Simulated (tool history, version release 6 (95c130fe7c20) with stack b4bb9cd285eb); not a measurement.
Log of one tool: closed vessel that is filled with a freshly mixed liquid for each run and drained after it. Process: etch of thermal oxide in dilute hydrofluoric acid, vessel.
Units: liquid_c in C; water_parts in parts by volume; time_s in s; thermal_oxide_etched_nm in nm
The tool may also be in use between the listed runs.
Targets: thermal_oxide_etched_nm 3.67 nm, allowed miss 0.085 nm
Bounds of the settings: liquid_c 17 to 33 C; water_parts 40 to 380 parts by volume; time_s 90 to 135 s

| run | hour | liquid_c | water_parts | time_s | thermal_oxide_etched_nm |
|---|---|---|---|---|---|
| 1 | 0 | 25 | 210 | 135 | 2.7134 |
| 2 | 4.9 | 26 | 210 | 135 | 2.7898 |
| 3 | 10.7 | 27.5 | 210 | 135 | 2.9593 |
| 4 | 19.8 | 28 | 210 | 135 | 2.9922 |
| 5 | 24.4 | 28 | 210 | 90 | 2.0076 |
| 6 | 28.5 | 27.5 | 200 | 90 | 2.0794 |
| 7 | 35.8 | 27.5 | 180 | 95 | 2.5035 |
| 8 | 42.5 | 27.5 | 170 | 95 | 2.7107 |
| 9 | 47.1 | 27.5 | 160 | 95 | 2.8956 |
| 10 | 53.3 | 27.5 | 155 | 95 | 2.9975 |

Which of these 5 next moves meets every target?
| A | 59.5 | 28 | 160 | 90 | ? |
| B | 59.5 | 29 | 165 | 125 | ? |
| C | 59.5 | 25.5 | 110 | 90 | ? |
| D | 59.5 | 25.5 | 165 | 135 | ? |
| E | 59.5 | 27.5 | 150 | 105 | ? |

| move | thermal_oxide_etched_nm |
|---|---|
| A | 2.8095 |
| B | 3.8988 |
| C | 3.9586 |
| D | 3.7048 |
| E | 3.4755 |
A: further off than the last run
B: takes the result that was furthest off past its target
C: takes the result that was furthest off past its target
D: meets every target
E: nearer than the last run, and not there yet
The right move is D.
